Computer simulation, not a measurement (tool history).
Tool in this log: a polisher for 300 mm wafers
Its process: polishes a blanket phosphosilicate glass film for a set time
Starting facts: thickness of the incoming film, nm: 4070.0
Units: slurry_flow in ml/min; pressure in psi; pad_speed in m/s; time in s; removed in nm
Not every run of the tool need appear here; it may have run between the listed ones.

| run | hour | slurry_flow | pressure | pad_speed | slurry_solids | time | removed |
|---|---|---|---|---|---|---|---|
| 1 | 0.0 | 290 | 2.0 | 0.86 | 1.0 | 33 | 165.59 |
| 2 | 8.5 | 290 | 1.8 | 0.84 | 1.0 | 33 | 146.04 |
| 3 | 12.1 | 290 | 2.3 | 0.84 | 1.0 | 33 | 185.50 |
| 4 | 16.3 | 290 | 2.1 | 0.82 | 1.0 | 33 | 167.66 |
| 5 | 18.8 | 290 | 2.1 | 0.62 | 1.0 | 33 | 133.46 |
| 6 | 20.5 | 235 | 2.1 | 0.62 | 1.0 | 33 | 131.43 |
| 7 | 21.8 | 235 | 1.9 | 0.62 | 1.0 | 33 | 119.69 |

Run 8 has not been measured yet. What should we expect?
| 8 | 30.1 | 235 | 1.8 | 0.62 | 1.0 | 33 | ? |

{"run 8": {"removed": 113.09}}
